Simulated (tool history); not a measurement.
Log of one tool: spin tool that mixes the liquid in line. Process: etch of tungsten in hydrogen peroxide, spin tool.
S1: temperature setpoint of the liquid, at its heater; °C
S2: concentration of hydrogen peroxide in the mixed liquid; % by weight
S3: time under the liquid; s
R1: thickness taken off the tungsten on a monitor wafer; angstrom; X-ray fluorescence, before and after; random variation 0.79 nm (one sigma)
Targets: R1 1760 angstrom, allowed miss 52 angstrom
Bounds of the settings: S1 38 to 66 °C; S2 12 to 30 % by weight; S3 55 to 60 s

Run 1, hour 0: S1 54 °C, S2 21 % by weight, S3 55 s. Result: R1 1309.2 angstrom.
Run 2, hour 0.5: S1 55.5 °C, S2 21 % by weight, S3 55 s. Result: R1 1420.2 angstrom.
Run 3, hour 6.5: S1 55.5 °C, S2 17.5 % by weight, S3 55 s. Result: R1 1300.5 angstrom.
Run 4, hour 8.9: S1 57 °C, S2 17.5 % by weight, S3 55 s. Result: R1 1416.5 angstrom.
Run 5, hour 10.8: S1 58 °C, S2 17.5 % by weight, S3 55 s. Result: R1 1505.3 angstrom.
Run 6, hour 17.2: S1 58 °C, S2 17.5 % by weight, S3 55 s. Result: R1 1500.9 angstrom.
Run 7, hour 26.2: S1 58.5 °C, S2 17.5 % by weight, S3 55 s. Result: R1 1561.4 angstrom.
Run 8, hour 29.2: S1 59 °C, S2 17.5 % by weight, S3 55 s. Result: R1 1593.8 angstrom.
Run 9, hour 37.7: S1 59.5 °C, S2 17.5 % by weight, S3 55 s. Result: R1 1637.2 angstrom.
Run 10, hour 41: S1 60 °C, S2 17.5 % by weight, S3 55 s. Result: R1 1684.4 angstrom.

Which of these 5 next moves meets every target?
Run A, hour 44.3: S1 61 °C, S2 16.5 % by weight, S3 55 s. Result: R1 ?.
Run B, hour 44.3: S1 59.5 °C, S2 18 % by weight, S3 55 s. Result: R1 ?.
Run C, hour 44.3: S1 59 °C, S2 18.5 % by weight, S3 55 s. Result: R1 ?.
Run D, hour 44.3: S1 59 °C, S2 17.5 % by weight, S3 55 s. Result: R1 ?.
Run E, hour 44.3: S1 57.5 °C, S2 20.5 % by weight, S3 55 s. Result: R1 ?.

move      R1
   A  1727.4
   B  1655.3
   C  1630.3
   D  1585.7
   E  1572.9
A: meets every target
B: further off than the last run
C: further off than the last run
D: further off than the last run
E: further off than the last run
Answer: A
